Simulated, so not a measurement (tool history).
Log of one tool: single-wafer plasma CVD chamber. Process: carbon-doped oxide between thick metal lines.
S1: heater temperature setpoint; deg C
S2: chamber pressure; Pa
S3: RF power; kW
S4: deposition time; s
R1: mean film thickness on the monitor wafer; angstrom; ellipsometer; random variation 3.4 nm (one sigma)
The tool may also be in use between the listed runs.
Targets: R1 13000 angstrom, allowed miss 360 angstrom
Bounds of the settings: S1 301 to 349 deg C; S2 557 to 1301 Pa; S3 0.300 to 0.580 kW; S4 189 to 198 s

| run | hour | S1 | S2 | S3 | S4 | R1 |
|---|---|---|---|---|---|---|
| 1 | 0.0 | 325 | 929 | 0.440 | 198 | 11528 |
| 2 | 4.7 | 324 | 935 | 0.445 | 198 | 11670 |
| 3 | 12.7 | 324 | 1035 | 0.445 | 198 | 11803 |
| 4 | 16.2 | 316 | 1035 | 0.445 | 198 | 12063 |
| 5 | 24.1 | 323 | 1035 | 0.445 | 198 | 11765 |
| 6 | 24.7 | 323 | 1035 | 0.445 | 189 | 11241 |
| 7 | 29.6 | 322 | 1037 | 0.450 | 189 | 11387 |
| 8 | 34.1 | 321 | 1040 | 0.455 | 189 | 11564 |
| 9 | 37.1 | 320 | 1043 | 0.460 | 189 | 11676 |

5 next moves are on the table. One of them brings every result within its allowed miss. Which?
| A | 40.1 | 318 | 1059 | 0.405 | 189 | ? |
| B | 40.1 | 322 | 1045 | 0.465 | 193 | ? |
| C | 40.1 | 306 | 1105 | 0.440 | 194 | ? |
| D | 40.1 | 325 | 1284 | 0.395 | 189 | ? |
| E | 40.1 | 321 | 1140 | 0.490 | 198 | ? |

| move | R1 |
|---|---|
| A | 10577 |
| B | 11964 |
| C | 12223 |
| D | 10247 |
| E | 12874 |
A: further off than the last run
B: nearer than the last run, and not there yet
C: nearer than the last run, and not there yet
D: further off than the last run
E: meets every target
Answer: E
